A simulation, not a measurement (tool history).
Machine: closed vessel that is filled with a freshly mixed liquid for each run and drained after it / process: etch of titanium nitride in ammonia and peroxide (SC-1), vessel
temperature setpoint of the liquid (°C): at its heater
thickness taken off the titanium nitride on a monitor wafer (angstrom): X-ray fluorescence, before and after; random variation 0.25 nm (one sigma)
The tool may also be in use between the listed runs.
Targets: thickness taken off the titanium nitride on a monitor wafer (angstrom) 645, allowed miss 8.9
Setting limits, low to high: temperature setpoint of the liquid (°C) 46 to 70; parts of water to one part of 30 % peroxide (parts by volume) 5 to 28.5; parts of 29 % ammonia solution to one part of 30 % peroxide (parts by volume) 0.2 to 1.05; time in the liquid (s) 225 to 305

run    day  temperature setpoint of the liquid (°C)  parts of water to one part of 30 % peroxide (parts by volume)  parts of 29 % ammonia solution to one part of 30 % peroxide (parts by volume)  time in the liquid (s)  thickness taken off the titanium nitride on a monitor wafer (angstrom)
  1      0                                       62                                                           15.5                                                                           0.55                     305                                                                  254.42
  2  0.262                                       65                                                             12                                                                            0.6                     305                                                                  360.21
  3  0.417                                     66.5                                                            9.5                                                                            0.6                     305                                                                  442.91
  4  0.438                                     66.5                                                            9.5                                                                            0.6                     225                                                                  329.83
  5  0.483                                       62                                                            9.5                                                                            0.6                     225                                                                  245.14
  6  0.783                                     58.5                                                            9.5                                                                            0.6                     225                                                                   195.3
  7  1.029                                     62.5                                                              8                                                                           0.75                     245                                                                  311.78
  8  1.162                                     62.5                                                              8                                                                           0.75                     245                                                                  311.34
  9  1.262                                       65                                                              7                                                                            0.8                     245                                                                  393.62
 10  1.488                                       70                                                              5                                                                              1                     250                                                                  665.46

Which one of the following 4 next-run settings gets every result inside its allowed miss? There is exactly one.
  A  1.712                                     69.5                                                            7.5                                                                           1.05                     300                                                                       ?
  B  1.712                                     69.5                                                              5                                                                           0.85                     280                                                                       ?
  C  1.712                                       70                                                              5                                                                            0.8                     275                                                                       ?
  D  1.712                                     69.5                                                            5.5                                                                           1.05                     280                                                                       ?

move  thickness taken off the titanium nitride on a monitor wafer (angstrom)
   A                                                                  647.15
   B                                                                  706.77
   C                                                                  710.45
   D                                                                  695.47
A: meets every target
B: further off than the last run
C: further off than the last run
D: further off than the last run
The move that meets every target is A.
